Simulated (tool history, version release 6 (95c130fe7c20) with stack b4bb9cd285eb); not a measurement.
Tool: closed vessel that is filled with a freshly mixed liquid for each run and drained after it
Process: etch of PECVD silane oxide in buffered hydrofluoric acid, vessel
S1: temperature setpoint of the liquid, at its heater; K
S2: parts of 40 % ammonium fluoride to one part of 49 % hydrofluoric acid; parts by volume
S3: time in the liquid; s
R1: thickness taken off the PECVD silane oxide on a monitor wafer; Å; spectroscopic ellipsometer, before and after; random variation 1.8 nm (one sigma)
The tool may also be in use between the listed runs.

run	hour	S1	S2	S3	R1
1	0.0	294.15	11.5	105	1895.9
2	4.5	296.15	11.5	105	2144.9
3	6.0	297.65	11.5	105	2316.4
4	7.7	298.65	11.5	105	2437.2
5	16.0	299.65	11.5	105	2575.6
6	20.6	300.15	11.5	105	2651.9
7	24.8	300.65	11.5	105	2731.7

Forecast run 8:
8	32.1	300.65	11.5	105	?

R1: 2705.9 Å
